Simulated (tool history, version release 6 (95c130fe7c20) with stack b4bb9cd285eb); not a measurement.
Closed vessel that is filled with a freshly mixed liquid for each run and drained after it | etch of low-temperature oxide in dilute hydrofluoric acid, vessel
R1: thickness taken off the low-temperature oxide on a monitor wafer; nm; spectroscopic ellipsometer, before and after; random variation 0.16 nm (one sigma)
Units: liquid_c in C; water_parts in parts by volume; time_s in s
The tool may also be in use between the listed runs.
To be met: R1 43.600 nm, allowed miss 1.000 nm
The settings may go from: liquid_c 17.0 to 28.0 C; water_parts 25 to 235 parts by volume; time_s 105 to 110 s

{"run": 1, "hour": 0.0, "liquid_c": 20.0, "water_parts": 130, "time_s": 105, "R1": 20.687}
{"run": 2, "hour": 8.4, "liquid_c": 21.0, "water_parts": 125, "time_s": 105, "R1": 22.539}
{"run": 3, "hour": 9.1, "liquid_c": 21.0, "water_parts": 125, "time_s": 105, "R1": 22.439}
{"run": 4, "hour": 13.2, "liquid_c": 21.0, "water_parts": 145, "time_s": 105, "R1": 19.123}
{"run": 5, "hour": 20.3, "liquid_c": 19.5, "water_parts": 145, "time_s": 105, "R1": 17.932}
{"run": 6, "hour": 24.8, "liquid_c": 19.5, "water_parts": 145, "time_s": 110, "R1": 18.614}
{"run": 7, "hour": 32.5, "liquid_c": 23.5, "water_parts": 95, "time_s": 110, "R1": 35.328}
{"hour": 35.7, "done": "hydrofluoric acid flow meter replaced"}
{"run": 8, "hour": 35.7, "liquid_c": 24.0, "water_parts": 95, "time_s": 110, "R1": 33.562}

5 next moves are on the table. One of them brings every result within its allowed miss. Which?
{"run": "A", "hour": 38.9, "liquid_c": 22.5, "water_parts": 70, "time_s": 110, "R1": "?"}
{"run": "B", "hour": 38.9, "liquid_c": 25.5, "water_parts": 110, "time_s": 105, "R1": "?"}
{"run": "C", "hour": 38.9, "liquid_c": 28.0, "water_parts": 145, "time_s": 105, "R1": "?"}
{"run": "D", "hour": 38.9, "liquid_c": 24.5, "water_parts": 65, "time_s": 110, "R1": "?"}
{"run": "E", "hour": 38.9, "liquid_c": 26.0, "water_parts": 75, "time_s": 110, "R1": "?"}

move=A R1=44.093
move=B R1=28.721
move=C R1=22.918
move=D R1=51.849
move=E R1=47.092
A: meets every target
B: further off than the last run
C: further off than the last run
D: takes the result that was furthest off past its target
E: takes the result that was furthest off past its target
Answer: A
